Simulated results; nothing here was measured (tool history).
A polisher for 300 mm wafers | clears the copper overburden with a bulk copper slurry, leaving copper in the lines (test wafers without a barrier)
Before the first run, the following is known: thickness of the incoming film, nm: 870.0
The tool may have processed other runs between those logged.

run	hour	flow of slurry (ml/min)	pressure of the wafer on the pad (kPa)	speed of the pad under the wafer (cm/s)	abrasive content of the slurry	overpolish time after the end point (s)	time until the end point was called (s)	dishing of a wide line in a test structure (nm)
1	0	145	22.1	114	1	12	87.281	66.549
2	2.9	145	23.4	116	1	11	80.165	65.695
3	9	145	23.4	116	0.8	11	83.379	63.916
4	10.9	145	24.8	116	0.8	10	78.978	62.203
5	14.1	145	27.6	116	0.8	10	70.044	66.812
6	22.8	145	27.6	90	0.8	10	89.714	56.942

Forecast run 7:
7	29.4	145	28.3	94	0.8	10	?	?

{"run 7": {"time until the end point was called (s)": 85.593, "dishing of a wide line in a test structure (nm)": 60.158}}
